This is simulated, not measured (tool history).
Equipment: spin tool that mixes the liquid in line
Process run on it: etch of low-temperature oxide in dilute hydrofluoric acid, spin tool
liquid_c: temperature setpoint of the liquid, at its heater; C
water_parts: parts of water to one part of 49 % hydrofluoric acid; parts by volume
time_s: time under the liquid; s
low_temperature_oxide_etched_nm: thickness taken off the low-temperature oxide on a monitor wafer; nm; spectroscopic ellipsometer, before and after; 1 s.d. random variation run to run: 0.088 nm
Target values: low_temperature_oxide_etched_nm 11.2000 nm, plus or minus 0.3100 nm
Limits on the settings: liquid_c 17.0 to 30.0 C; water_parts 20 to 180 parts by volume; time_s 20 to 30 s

run	hour	liquid_c	water_parts	time_s	low_temperature_oxide_etched_nm
1	0.0	22.0	100	30	4.6341
2	6.1	22.0	100	20	3.0721
3	12.1	24.0	80	20	4.3213
4	17.7	25.5	65	20	5.6554
5	22.2	22.5	65	20	5.0202
6	29.0	24.5	55	20	6.6364
7	34.3	26.0	50	20	7.7517
8	35.2	27.0	45	20	8.9920
9	36.1	27.0	45	20	9.1568
10	41.9	28.0	45	20	9.3892
11	47.2	28.5	45	20	9.3930
12	53.3	29.0	45	20	9.6919
# hour 57.6: thermometer replaced
13	57.6	29.5	45	20	9.2036
14	66.0	29.5	40	20	10.3090
15	73.2	30.0	35	20	12.0820

4 candidate next runs follow, results not yet known. Just one meets every target within its allowed miss. Identify it.
A	80.4	30.0	55	30	?
B	80.4	29.0	50	30	?
C	80.4	28.0	40	25	?
D	80.4	30.0	40	20	?

move	low_temperature_oxide_etched_nm
A	11.1410
B	11.8720
C	12.0610
D	10.4510
A: hits every target within its allowed miss
B: gains on the last run, yet a result remains outside its allowed miss
C: no better and no worse than the last run
D: moves the result that the last run missed by most past its target, out the other side
Answer: A

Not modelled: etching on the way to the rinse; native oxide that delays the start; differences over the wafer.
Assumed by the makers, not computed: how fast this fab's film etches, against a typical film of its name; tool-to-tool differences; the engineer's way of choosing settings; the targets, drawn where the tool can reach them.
